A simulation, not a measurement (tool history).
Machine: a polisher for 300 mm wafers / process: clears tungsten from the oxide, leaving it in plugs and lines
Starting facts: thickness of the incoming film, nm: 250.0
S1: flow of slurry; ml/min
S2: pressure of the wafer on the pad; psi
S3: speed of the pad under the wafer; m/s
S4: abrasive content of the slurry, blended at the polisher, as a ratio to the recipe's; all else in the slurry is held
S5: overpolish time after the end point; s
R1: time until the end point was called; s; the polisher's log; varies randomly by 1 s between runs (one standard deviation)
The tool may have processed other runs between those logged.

run  hour   S1   S2    S3    S4  S5      R1
  1   0.0  150  4.4  0.82  1.00  40  52.825
  2   6.0  150  4.4  0.82  1.10  40  49.638
  3  12.0  150  4.4  0.82  0.95  40  52.626
  4  19.9  150  5.2  0.82  0.95  40  45.316
  5  20.5  150  4.2  0.80  0.95  40  57.336
  6  21.4  150  3.8  0.80  0.95  40  61.057

What does the tool deliver on the next run?
  7  29.4  150  3.3  0.80  0.95  40   ?

R1: 71.249 s
